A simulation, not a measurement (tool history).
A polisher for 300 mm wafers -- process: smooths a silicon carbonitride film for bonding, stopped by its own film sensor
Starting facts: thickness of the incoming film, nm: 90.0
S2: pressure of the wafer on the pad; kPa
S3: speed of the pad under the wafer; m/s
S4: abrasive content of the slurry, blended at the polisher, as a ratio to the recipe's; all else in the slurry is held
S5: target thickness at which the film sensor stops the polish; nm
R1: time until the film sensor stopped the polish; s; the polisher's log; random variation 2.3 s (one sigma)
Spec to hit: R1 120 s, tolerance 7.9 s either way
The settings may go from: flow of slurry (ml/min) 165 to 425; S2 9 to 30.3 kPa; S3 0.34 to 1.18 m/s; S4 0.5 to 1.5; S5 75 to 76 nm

Run 1, hour 0: flow of slurry (ml/min) 275, S2 19.3 kPa, S3 0.76 m/s, S4 1, S5 76 nm. Result: R1 63.821 s.
Run 2, hour 1.4: flow of slurry (ml/min) 275, S2 17.2 kPa, S3 0.74 m/s, S4 1, S5 76 nm. Result: R1 72.36 s.
Run 3, hour 3: flow of slurry (ml/min) 220, S2 17.2 kPa, S3 0.74 m/s, S4 1, S5 76 nm. Result: R1 73.234 s.
Run 4, hour 11: flow of slurry (ml/min) 170, S2 17.2 kPa, S3 0.74 m/s, S4 1, S5 76 nm. Result: R1 77.297 s.
Run 5, hour 16: flow of slurry (ml/min) 170, S2 15.9 kPa, S3 0.72 m/s, S4 1, S5 76 nm. Result: R1 86.91 s.
Run 6, hour 23.2: flow of slurry (ml/min) 170, S2 15.9 kPa, S3 0.72 m/s, S4 1.1, S5 76 nm. Result: R1 80.27 s.
Run 7, hour 27.4: flow of slurry (ml/min) 170, S2 14.5 kPa, S3 0.7 m/s, S4 1.1, S5 76 nm. Result: R1 90.183 s.
Run 8, hour 28.9: flow of slurry (ml/min) 170, S2 13.8 kPa, S3 0.7 m/s, S4 1.1, S5 76 nm. Result: R1 97.121 s.
Run 9, hour 33.8: flow of slurry (ml/min) 170, S2 13.1 kPa, S3 0.7 m/s, S4 1.1, S5 76 nm. Result: R1 104.09 s.
Run 10, hour 41.2: flow of slurry (ml/min) 170, S2 10.3 kPa, S3 0.68 m/s, S4 1.1, S5 76 nm. Result: R1 128.63 s.

Consider the 4 candidate settings below. Which is the only one whose results all fall within their allowed miss of target?
Run A, hour 48.6: flow of slurry (ml/min) 195, S2 9.7 kPa, S3 0.68 m/s, S4 0.95, S5 76 nm. Result: R1 ?.
Run B, hour 48.6: flow of slurry (ml/min) 185, S2 9.7 kPa, S3 0.8 m/s, S4 0.85, S5 75 nm. Result: R1 ?.
Run C, hour 48.6: flow of slurry (ml/min) 215, S2 9 kPa, S3 0.88 m/s, S4 1.25, S5 75 nm. Result: R1 ?.
Run D, hour 48.6: flow of slurry (ml/min) 190, S2 12.4 kPa, S3 0.56 m/s, S4 0.9, S5 75 nm. Result: R1 ?.

move      R1
   A  142.69
   B   141.2
   C  119.09
   D  144.19
A: the biggest miss grows against the last run
B: the biggest miss grows against the last run
C: every result within its allowed miss
D: the biggest miss grows against the last run
Answer: C
